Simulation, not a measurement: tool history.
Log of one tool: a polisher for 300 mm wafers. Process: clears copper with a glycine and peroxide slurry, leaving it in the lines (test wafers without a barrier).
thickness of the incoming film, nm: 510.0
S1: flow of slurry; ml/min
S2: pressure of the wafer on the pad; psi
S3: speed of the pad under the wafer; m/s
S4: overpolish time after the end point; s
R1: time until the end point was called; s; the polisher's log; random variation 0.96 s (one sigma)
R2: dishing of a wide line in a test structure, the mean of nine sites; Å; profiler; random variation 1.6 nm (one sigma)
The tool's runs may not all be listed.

Run 1, hour 0: S1 275 ml/min, S2 2.5 psi, S3 0.76 m/s, S4 20 s. Result: R1 145.76 s, R2 426.18 Å.
Run 2, hour 2.9: S1 275 ml/min, S2 2.5 psi, S3 0.7 m/s, S4 20 s. Result: R1 156.01 s, R2 436.45 Å.
Run 3, hour 9.5: S1 275 ml/min, S2 2.5 psi, S3 0.7 m/s, S4 24 s. Result: R1 155.82 s, R2 492.45 Å.
Run 4, hour 10.4: S1 275 ml/min, S2 2.5 psi, S3 0.7 m/s, S4 32 s. Result: R1 158.26 s, R2 606.32 Å.
Run 5, hour 12.4: S1 275 ml/min, S2 2.5 psi, S3 0.7 m/s, S4 39 s. Result: R1 156.4 s, R2 712.31 Å.
Run 6, hour 17.9: S1 275 ml/min, S2 2.7 psi, S3 0.7 m/s, S4 37 s. Result: R1 147.71 s, R2 702.24 Å.
Run 7, hour 26.2: S1 275 ml/min, S2 2.8 psi, S3 0.7 m/s, S4 36 s. Result: R1 144.23 s, R2 720.74 Å.
Run 8, hour 29.3: S1 275 ml/min, S2 2.9 psi, S3 0.7 m/s, S4 34 s. Result: R1 141.13 s, R2 697.16 Å.
At hour 37.3: slurry nozzle cleaned.
Run 9, hour 37.3: S1 290 ml/min, S2 3.6 psi, S3 0.72 m/s, S4 28 s. Result: R1 108.45 s, R2 747.94 Å.

Forecast run 10:
Run 10, hour 44.4: S1 290 ml/min, S2 3.6 psi, S3 0.72 m/s, S4 28 s. Result: R1 ?, R2 ?.

Run 10 gave R1 108.59 s, R2 740.24 Å.

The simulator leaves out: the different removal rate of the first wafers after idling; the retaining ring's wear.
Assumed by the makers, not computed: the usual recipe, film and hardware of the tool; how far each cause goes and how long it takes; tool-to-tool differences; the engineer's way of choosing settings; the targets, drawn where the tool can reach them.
